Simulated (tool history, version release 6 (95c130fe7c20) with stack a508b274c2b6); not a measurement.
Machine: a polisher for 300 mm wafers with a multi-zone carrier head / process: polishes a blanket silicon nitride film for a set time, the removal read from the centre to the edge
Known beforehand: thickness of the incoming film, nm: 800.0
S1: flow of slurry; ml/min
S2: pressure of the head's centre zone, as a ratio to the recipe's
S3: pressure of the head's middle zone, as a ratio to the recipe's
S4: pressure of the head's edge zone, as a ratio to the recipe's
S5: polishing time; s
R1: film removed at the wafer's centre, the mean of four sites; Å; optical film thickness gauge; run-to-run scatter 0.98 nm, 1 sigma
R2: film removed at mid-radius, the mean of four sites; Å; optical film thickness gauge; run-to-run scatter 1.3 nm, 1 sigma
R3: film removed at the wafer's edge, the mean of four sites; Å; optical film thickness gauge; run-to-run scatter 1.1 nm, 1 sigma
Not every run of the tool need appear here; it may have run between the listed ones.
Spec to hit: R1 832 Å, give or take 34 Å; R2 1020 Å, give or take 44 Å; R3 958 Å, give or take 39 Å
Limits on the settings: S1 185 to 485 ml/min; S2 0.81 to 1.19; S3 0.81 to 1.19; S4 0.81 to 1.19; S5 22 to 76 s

run	hour	S1	S2	S3	S4	S5	R1	R2	R3
1	0	310	1	1	1	49	1021.2	1061.6	993.75
2	8.9	310	0.98	1	1	49	1013.9	1052.5	983.83
3	16.9	305	0.95	1.01	1.01	49	940.57	1066.8	992.68
4	25.7	305	0.95	1.01	1.01	61	1206.6	1341.6	1238.8
# hour 31.1: edge zone pressure recalibrated
5	31.1	305	0.95	1.01	1.07	61	1225.6	1305.1	1365.8
6	37.1	305	0.95	1.01	1.15	61	1192.7	1316.3	1383.5
7	45.3	305	0.94	1.01	1.13	59	1180	1278.7	1323.4
8	53.1	300	0.92	1.01	1.12	57	1094.3	1272.4	1281.8
9	54.1	315	0.91	0.97	1.02	43	804.62	908.75	937.99
10	55.6	315	0.91	0.98	1.02	43	823.27	926.6	919.31
11	57.4	315	0.91	0.99	1.03	43	822.36	923.2	942.31
12	62.5	315	0.91	1	1.03	43	815.19	952.13	914.79
13	70.6	325	0.9	1.04	1.08	45	848.51	1013	997.53

Which single option among these 5 for the next run brings every result within its allowed miss of target? Just one does.
A	78.7	365	0.91	1.09	1.04	43	?	?	?
B	78.7	395	0.83	0.94	1.02	47	?	?	?
C	78.7	420	0.87	1.03	1.19	45	?	?	?
D	78.7	370	0.87	1.01	1.07	47	?	?	?
E	78.7	335	0.88	1.06	1.11	47	?	?	?

move	R1	R2	R3
A	845.87	1007.7	952.64
B	847.68	979.74	1038.6
C	855.94	1016.5	1077.7
D	884.2	1034.3	1058.1
E	886.14	1067.6	1069.9
A: all results land within tolerance of their targets
B: further off than the last run
C: further off than the last run
D: further off than the last run
E: further off than the last run
Correct choice: A, which meets every target
